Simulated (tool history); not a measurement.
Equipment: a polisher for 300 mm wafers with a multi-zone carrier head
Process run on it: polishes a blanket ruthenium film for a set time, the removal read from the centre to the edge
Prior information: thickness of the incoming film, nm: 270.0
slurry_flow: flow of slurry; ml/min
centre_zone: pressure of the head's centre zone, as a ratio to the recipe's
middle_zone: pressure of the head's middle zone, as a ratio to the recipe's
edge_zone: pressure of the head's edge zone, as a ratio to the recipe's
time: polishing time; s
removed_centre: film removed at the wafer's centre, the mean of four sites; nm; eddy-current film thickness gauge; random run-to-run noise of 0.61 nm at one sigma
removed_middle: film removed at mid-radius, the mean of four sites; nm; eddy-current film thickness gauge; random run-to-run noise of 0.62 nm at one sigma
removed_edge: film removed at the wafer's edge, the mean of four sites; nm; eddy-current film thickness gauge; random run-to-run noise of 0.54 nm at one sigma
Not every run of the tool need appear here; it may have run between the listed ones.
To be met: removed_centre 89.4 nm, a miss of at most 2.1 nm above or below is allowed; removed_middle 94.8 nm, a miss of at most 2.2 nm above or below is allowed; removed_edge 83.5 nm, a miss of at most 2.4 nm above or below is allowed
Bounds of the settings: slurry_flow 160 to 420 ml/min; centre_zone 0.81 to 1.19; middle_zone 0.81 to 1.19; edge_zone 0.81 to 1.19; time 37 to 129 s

run	day	slurry_flow	centre_zone	middle_zone	edge_zone	time	removed_centre	removed_middle	removed_edge
1	0	270	1	1	1	83	69.796	72.883	68.926
2	0.25	290	1.04	1.05	1.05	85	72.166	77.186	73.117
3	0.408	290	0.97	1.05	1.05	85	69.62	77.233	73.27
4	0.533	290	0.97	1.01	1.05	85	69.86	74.252	73.463
5	0.575	310	1.03	1.05	1.05	88	74.662	79.967	76.021
6	0.733	310	1.07	1.07	1.05	91	80.162	84.011	78.326
7	1.042	315	1.1	1.1	1.06	92	81.256	87.54	79.043
8	1.129	325	1.13	1.11	1.07	93	84.789	89.217	82.07
9	1.208	335	1.15	1.12	1.07	93	85.732	89.845	81.495
10	1.462	340	1.16	1.13	1.07	93	86.34	91.462	81.79
11	1.775	340	1.16	1.13	1.07	93	85.528	90.585	81.626
12	1.854	340	1.17	1.14	1.07	94	87.191	92.312	81.993

Which one of the following 5 next-run settings gets every result inside its allowed miss? There is exactly one.
A	1.933	165	1.19	1.18	0.81	106	?	?	?
B	1.933	335	1.18	1.14	1.06	92	?	?	?
C	1.933	420	1.12	1.11	1.03	97	?	?	?
D	1.933	415	1.19	1.12	0.94	93	?	?	?
E	1.933	340	1.19	1.12	0.97	95	?	?	?

move	removed_centre	removed_middle	removed_edge
A	92.594	100.21	77.375
B	85.741	89.939	79.897
C	88.923	94.165	84.099
D	88.574	90.9	77.117
E	89.118	91.579	79.106
A: pushes the last run's worst result past its target
B: further off than the last run
C: every result within its allowed miss
D: further off than the last run
E: further off than the last run
Answer: C
